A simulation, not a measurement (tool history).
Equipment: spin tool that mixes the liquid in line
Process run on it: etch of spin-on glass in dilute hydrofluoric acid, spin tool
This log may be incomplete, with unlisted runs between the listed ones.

run,hour,temperature setpoint of the liquid (C),parts of water to one part of 49 % hydrofluoric acid (parts by volume),time under the liquid (s),thickness taken off the spin-on glass on a monitor wafer (Å)
1,0,25,105,50,156.2
2,3.8,27,95,50,190.6
3,6.8,27,95,35,131.42
4,14.9,25.5,95,35,123.63
5,15.9,25.5,95,35,126.13
6,24.4,27.5,75,35,175.28
7,28.7,31.5,35,35,459.42

What does the tool deliver on the next run?
8,30.1,30.5,35,35,?

thickness taken off the spin-on glass on a monitor wafer (Å): 446.79

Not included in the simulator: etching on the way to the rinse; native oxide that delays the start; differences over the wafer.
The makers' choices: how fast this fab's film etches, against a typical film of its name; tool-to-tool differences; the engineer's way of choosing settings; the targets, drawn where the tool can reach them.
